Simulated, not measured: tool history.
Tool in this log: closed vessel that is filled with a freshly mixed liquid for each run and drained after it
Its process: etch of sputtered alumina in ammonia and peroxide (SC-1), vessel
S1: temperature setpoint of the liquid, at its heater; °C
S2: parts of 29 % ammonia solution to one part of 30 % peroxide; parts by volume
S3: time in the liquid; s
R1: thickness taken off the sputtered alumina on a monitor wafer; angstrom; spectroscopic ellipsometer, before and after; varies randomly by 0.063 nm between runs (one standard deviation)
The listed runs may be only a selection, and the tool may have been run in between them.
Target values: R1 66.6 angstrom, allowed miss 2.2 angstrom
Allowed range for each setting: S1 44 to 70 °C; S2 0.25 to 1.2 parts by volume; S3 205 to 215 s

run 1 hour=0 | S1=60 S2=0.95 S3=205 | R1=137.32
run 2 hour=6.5 | S1=58 S2=0.95 S3=205 | R1=122.92
run 3 hour=14.4 | S1=56.5 S2=0.95 S3=205 | R1=114.51
run 4 hour=15.6 | S1=55 S2=0.95 S3=205 | R1=106.22
run 5 hour=21.3 | S1=55 S2=0.8 S3=205 | R1=104.34
run 6 hour=24.3 | S1=55 S2=0.8 S3=205 | R1=104.53
run 7 hour=33.5 | S1=54 S2=0.8 S3=205 | R1=100.04
run 8 hour=36.7 | S1=53 S2=0.8 S3=205 | R1=93.191
run 9 hour=38.9 | S1=52 S2=0.8 S3=205 | R1=88.373
run 10 hour=48 | S1=51.5 S2=0.8 S3=205 | R1=88.275
run 11 hour=53.2 | S1=51.5 S2=0.8 S3=205 | R1=86.036
run 12 hour=56.9 | S1=51 S2=0.8 S3=205 | R1=83.931

Consider the 4 candidate settings below. Which is the only one whose results all fall within their allowed miss of target?
run A hour=60.6 | S1=46 S2=0.6 S3=205 | R1=?
run B hour=60.6 | S1=45.5 S2=0.95 S3=215 | R1=?
run C hour=60.6 | S1=54 S2=0.5 S3=215 | R1=?
run D hour=60.6 | S1=46 S2=0.75 S3=205 | R1=?

move=A R1=62.245
move=B R1=66.302
move=C R1=99.634
move=D R1=63.583
A: pushes the last run's worst result past its target
B: all results land within tolerance of their targets
C: misses by more than the last run did
D: pushes the last run's worst result past its target
B is the move that brings every result within its allowed miss.
